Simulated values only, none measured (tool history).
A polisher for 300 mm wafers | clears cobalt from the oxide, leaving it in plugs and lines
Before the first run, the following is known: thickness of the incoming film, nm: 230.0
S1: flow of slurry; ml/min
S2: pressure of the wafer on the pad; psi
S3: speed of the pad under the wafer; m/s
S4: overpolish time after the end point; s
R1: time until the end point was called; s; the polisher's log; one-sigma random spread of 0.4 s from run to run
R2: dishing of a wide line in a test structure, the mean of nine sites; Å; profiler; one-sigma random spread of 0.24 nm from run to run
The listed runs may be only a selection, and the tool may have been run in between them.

run,day,S1,S2,S3,S4,R1,R2
1,0,145,1.8,0.96,8,64.457,235.68
2,0.158,150,1.9,0.96,7,60.901,217.03
3,0.275,165,2,0.94,6,58.716,207.4
4,0.467,165,2.4,0.94,6,49.071,238.37
5,0.804,150,2.4,0.96,5,48.364,199.41
6,1.167,150,2.7,0.96,5,42.815,222.51

Run 7, settings as shown, results not yet in. Your forecast:
7,1.267,145,2.7,0.96,4,?,?

{"run 7": {"R1": 43.768, "R2": 189.27}}
